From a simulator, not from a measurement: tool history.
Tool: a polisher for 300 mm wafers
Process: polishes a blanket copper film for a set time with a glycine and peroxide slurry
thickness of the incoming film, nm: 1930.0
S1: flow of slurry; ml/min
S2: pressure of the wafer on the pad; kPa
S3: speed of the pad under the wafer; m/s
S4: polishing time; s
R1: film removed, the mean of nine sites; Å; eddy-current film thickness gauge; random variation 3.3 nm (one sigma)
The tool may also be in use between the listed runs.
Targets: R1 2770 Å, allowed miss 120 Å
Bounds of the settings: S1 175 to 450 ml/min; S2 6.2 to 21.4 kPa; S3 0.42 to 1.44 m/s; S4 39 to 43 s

{"run": 1, "hour": 0.0, "S1": 290, "S2": 13.8, "S3": 0.92, "S4": 43, "R1": 2036}
{"run": 2, "hour": 2.1, "S1": 290, "S2": 11.7, "S3": 0.92, "S4": 43, "R1": 1794.3}
{"run": 3, "hour": 9.1, "S1": 290, "S2": 13.1, "S3": 0.92, "S4": 43, "R1": 1940.9}
{"run": 4, "hour": 10.6, "S1": 245, "S2": 13.1, "S3": 0.92, "S4": 43, "R1": 1900.7}
{"run": 5, "hour": 15.8, "S1": 220, "S2": 13.1, "S3": 0.92, "S4": 43, "R1": 1932.3}
{"run": 6, "hour": 18.8, "S1": 220, "S2": 14.5, "S3": 0.92, "S4": 43, "R1": 2069.6}
{"run": 7, "hour": 22.1, "S1": 220, "S2": 15.2, "S3": 0.92, "S4": 43, "R1": 2139.3}
{"run": 8, "hour": 27.8, "S1": 220, "S2": 15.9, "S3": 0.92, "S4": 43, "R1": 2172.5}
{"run": 9, "hour": 35.6, "S1": 220, "S2": 15.9, "S3": 0.92, "S4": 43, "R1": 2209.1}
{"run": 10, "hour": 42.6, "S1": 220, "S2": 16.5, "S3": 0.92, "S4": 43, "R1": 2291.2}
{"run": 11, "hour": 47.0, "S1": 220, "S2": 16.5, "S3": 0.92, "S4": 43, "R1": 2264.6}
{"run": 12, "hour": 54.9, "S1": 220, "S2": 17.2, "S3": 0.92, "S4": 43, "R1": 2411.5}
{"run": 13, "hour": 56.9, "S1": 220, "S2": 17.9, "S3": 0.92, "S4": 43, "R1": 2442.5}
{"run": 14, "hour": 64.1, "S1": 220, "S2": 18.6, "S3": 0.92, "S4": 43, "R1": 2538}
{"run": 15, "hour": 72.7, "S1": 220, "S2": 19.3, "S3": 0.92, "S4": 43, "R1": 2558.7}

5 next moves are on the table. One of them brings every result within its allowed miss. Which?
{"run": "A", "hour": 81.3, "S1": 225, "S2": 20.7, "S3": 1.16, "S4": 41, "R1": "?"}
{"run": "B", "hour": 81.3, "S1": 230, "S2": 20.7, "S3": 1.08, "S4": 41, "R1": "?"}
{"run": "C", "hour": 81.3, "S1": 235, "S2": 20, "S3": 1.06, "S4": 43, "R1": "?"}
{"run": "D", "hour": 81.3, "S1": 225, "S2": 21.4, "S3": 0.88, "S4": 43, "R1": "?"}
{"run": "E", "hour": 81.3, "S1": 230, "S2": 20, "S3": 0.9, "S4": 41, "R1": "?"}

move=A R1=3199.1
move=B R1=3036.3
move=C R1=3058.3
move=D R1=2808
move=E R1=2581.8
A: takes the result that was furthest off past its target
B: takes the result that was furthest off past its target
C: takes the result that was furthest off past its target
D: meets every target
E: nearer than the last run, and not there yet
Answer: D

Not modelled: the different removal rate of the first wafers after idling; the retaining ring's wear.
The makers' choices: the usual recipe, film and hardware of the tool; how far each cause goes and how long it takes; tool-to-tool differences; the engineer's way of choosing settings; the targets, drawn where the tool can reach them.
